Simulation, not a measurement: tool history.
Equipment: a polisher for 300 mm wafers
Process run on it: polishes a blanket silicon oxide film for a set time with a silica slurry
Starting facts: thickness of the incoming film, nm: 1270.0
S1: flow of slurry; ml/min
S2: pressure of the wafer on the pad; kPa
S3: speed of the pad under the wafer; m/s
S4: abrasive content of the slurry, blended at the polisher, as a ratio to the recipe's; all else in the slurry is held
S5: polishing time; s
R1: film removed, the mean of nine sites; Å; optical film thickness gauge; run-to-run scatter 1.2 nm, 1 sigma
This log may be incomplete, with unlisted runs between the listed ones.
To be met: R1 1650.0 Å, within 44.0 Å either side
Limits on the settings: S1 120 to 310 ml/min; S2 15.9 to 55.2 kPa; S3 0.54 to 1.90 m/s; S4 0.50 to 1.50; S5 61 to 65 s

run  hour   S1    S2    S3    S4  S5      R1
  1   0.0  200  35.2  1.22  1.00  61  2517.8
  2   6.4  195  31.0  1.22  1.00  61  2225.0
  3  13.8  190  28.3  1.22  1.00  61  2055.2
  4  20.7  185  26.2  1.22  1.00  61  1934.6
  5  27.9  185  26.2  1.22  1.00  65  2067.0
  6  31.9  185  26.2  1.10  1.00  65  1922.8
  7  36.0  180  24.8  1.10  1.00  65  1846.4
  8  42.8  175  23.4  1.10  1.00  65  1730.6
  9  48.2  165  23.4  1.10  1.00  65  1738.4

Which of these 4 next moves meets every target?
  A  53.6  185  20.7  1.34  0.90  61   ?
  B  53.6  160  20.7  1.28  1.10  63   ?
  C  53.6  120  33.1  1.26  0.75  61   ?
  D  53.6  185  27.6  0.96  0.95  65   ?

move      R1
   A  1657.4
   B  1816.8
   C  1796.2
   D  1733.0
A: each result inside its tolerance
B: further off than the last run
C: further off than the last run
D: gains on the last run, yet a result remains outside its allowed miss
Answer: A
